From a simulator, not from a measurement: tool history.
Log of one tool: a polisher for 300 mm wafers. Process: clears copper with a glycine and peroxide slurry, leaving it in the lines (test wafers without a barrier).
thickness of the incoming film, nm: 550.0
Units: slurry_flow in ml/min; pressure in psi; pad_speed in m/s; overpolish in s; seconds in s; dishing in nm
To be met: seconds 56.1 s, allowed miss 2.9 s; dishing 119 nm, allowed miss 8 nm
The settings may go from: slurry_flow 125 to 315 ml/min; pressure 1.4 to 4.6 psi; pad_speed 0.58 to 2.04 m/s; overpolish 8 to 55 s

run	hour	slurry_flow	pressure	pad_speed	overpolish	seconds	dishing
1	0	205	3	1.3	28	66.387	106.99
2	8.9	205	3.1	1.3	28	63.554	111.46
3	12.4	205	3.1	0.98	28	85.322	94.375
4	14	205	2.8	0.98	28	92.292	91.04
5	21.5	205	2.8	1.2	28	76.689	98.797
6	24	205	3	1.2	28	73.642	102.74
7	31.8	205	3.2	1.2	28	69.853	112.4
8	34.9	205	3.3	1.22	26	66.66	105.62
9	39.2	205	3.4	1.22	26	65.519	108.13
10	41.5	205	3.5	1.22	26	61.696	108.47

Which of these 5 next moves meets every target?
A	43.8	225	3.4	1.6	16	?	?
B	43.8	140	3.2	1.6	29	?	?
C	43.8	315	3.6	1.12	46	?	?
D	43.8	245	4.3	1.1	37	?	?
E	43.8	210	3.5	1.58	19	?	?

move	seconds	dishing
A	50.701	90.823
B	57.991	115.56
C	63.831	137.58
D	56.877	134.89
E	50.411	101.05
A: takes the result that was furthest off past its target
B: meets every target
C: further off than the last run
D: brings the result that was furthest off to its target, and leaves another outside
E: takes the result that was furthest off past its target
The right move is B.
